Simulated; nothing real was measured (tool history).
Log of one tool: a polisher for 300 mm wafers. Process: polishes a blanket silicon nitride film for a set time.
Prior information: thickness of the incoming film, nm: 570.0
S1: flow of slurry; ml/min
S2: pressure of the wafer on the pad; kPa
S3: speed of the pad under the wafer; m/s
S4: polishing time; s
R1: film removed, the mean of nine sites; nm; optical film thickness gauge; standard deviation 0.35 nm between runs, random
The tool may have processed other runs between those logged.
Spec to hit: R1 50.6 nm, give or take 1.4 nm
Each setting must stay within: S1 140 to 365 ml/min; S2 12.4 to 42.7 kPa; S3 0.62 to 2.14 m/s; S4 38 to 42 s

run 1 day=0 | S1=235 S2=27.6 S3=1.38 S4=42 | R1=87.664
run 2 day=0.129 | S1=190 S2=27.6 S3=1.38 S4=42 | R1=85.938
run 3 day=0.262 | S1=190 S2=27.6 S3=1.38 S4=42 | R1=86.095
run 4 day=0.483 | S1=220 S2=27.6 S3=1.38 S4=42 | R1=87.011
run 5 day=0.679 | S1=220 S2=24.8 S3=1.38 S4=42 | R1=79.91
run 6 day=0.879 | S1=220 S2=22.1 S3=1.36 S4=42 | R1=71.461
run 7 day=1.171 | S1=220 S2=22.1 S3=1.36 S4=42 | R1=70.429
run 8 day=1.317 | S1=220 S2=20 S3=1.36 S4=42 | R1=65.101
run 9 day=1.671 | S1=210 S2=12.4 S3=1.34 S4=42 | R1=44.702
run 10 day=1.796 | S1=210 S2=12.4 S3=1.34 S4=42 | R1=44.473
run 11 day=1.971 | S1=225 S2=12.4 S3=1.34 S4=42 | R1=45.047
run 12 day=2.004 | S1=235 S2=13.1 S3=1.34 S4=42 | R1=47.121
run 13 day=2.346 | S1=245 S2=13.1 S3=1.34 S4=42 | R1=47.551
-- day=2.533 worn pad replaced by a new one
run 14 day=2.533 | S1=270 S2=14.5 S3=1.34 S4=42 | R1=56.092
run 15 day=2.725 | S1=260 S2=14.5 S3=1.34 S4=42 | R1=55.533
run 16 day=2.95 | S1=260 S2=14.5 S3=1.34 S4=42 | R1=56.397
run 17 day=3.158 | S1=255 S2=14.5 S3=1.34 S4=42 | R1=55.379

Exercise: of the 4 proposed moves below, exactly one satisfies all targets within the stated allowed misses. Which move is it?
run A day=3.367 | S1=255 S2=14.5 S3=1.18 S4=42 | R1=?
run B day=3.367 | S1=275 S2=12.4 S3=1.32 S4=40 | R1=?
run C day=3.367 | S1=280 S2=17.2 S3=1.36 S4=39 | R1=?
run D day=3.367 | S1=220 S2=15.9 S3=1.18 S4=42 | R1=?

move=A R1=50.604
move=B R1=47.345
move=C R1=60.762
move=D R1=53.441
A: meets every target
B: carries the result that was furthest off beyond its target, to the other side
C: the biggest miss grows against the last run
D: closer than the last run, but not yet in spec
A is the move that brings every result within its allowed miss.

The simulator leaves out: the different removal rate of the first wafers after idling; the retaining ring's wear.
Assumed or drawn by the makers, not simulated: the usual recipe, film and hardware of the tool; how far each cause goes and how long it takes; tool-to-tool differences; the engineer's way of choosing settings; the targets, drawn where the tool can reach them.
